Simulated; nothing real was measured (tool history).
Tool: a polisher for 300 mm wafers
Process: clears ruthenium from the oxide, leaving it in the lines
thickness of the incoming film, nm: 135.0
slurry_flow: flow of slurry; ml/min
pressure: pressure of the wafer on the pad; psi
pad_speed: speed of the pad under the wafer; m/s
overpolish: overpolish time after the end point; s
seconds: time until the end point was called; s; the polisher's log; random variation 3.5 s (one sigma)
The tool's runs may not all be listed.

run,day,slurry_flow,pressure,pad_speed,overpolish,seconds
1,0.000,280,1.6,0.90,35,151.22
2,0.071,280,1.3,0.86,35,185.26
3,0.200,280,1.3,0.98,35,165.87
4,0.388,275,1.1,0.90,35,206.71
5,0.579,270,1.0,0.86,35,238.25
6,0.646,270,1.2,0.86,35,201.06
7,0.992,270,1.0,0.84,35,241.84

The next listed run, before its measurement:
8,1.088,270,0.7,0.84,35,?

{"run 8": {"seconds": 325.43}}
